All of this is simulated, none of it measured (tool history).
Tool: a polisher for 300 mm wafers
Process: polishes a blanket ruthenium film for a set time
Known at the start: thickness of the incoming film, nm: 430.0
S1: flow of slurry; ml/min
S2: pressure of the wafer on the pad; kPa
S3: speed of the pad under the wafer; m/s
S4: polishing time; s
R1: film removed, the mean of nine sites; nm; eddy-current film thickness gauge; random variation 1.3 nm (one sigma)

run    day   S1    S2    S3  S4      R1
  1  0.000  190  17.2  1.30  50  74.490
  2  0.033  190  17.9  1.30  50  78.813
  3  0.242  190  18.6  1.30  50  81.212
  4  0.275  190  18.6  1.04  50  67.002
  5  0.625  190  22.8  1.04  50  82.046
  6  0.925  220  22.8  1.04  50  82.961

Run 7 comes next. What will it give?
  7  1.121  220  23.4  1.04  50   ?

{"run 7": {"R1": 85.726}}
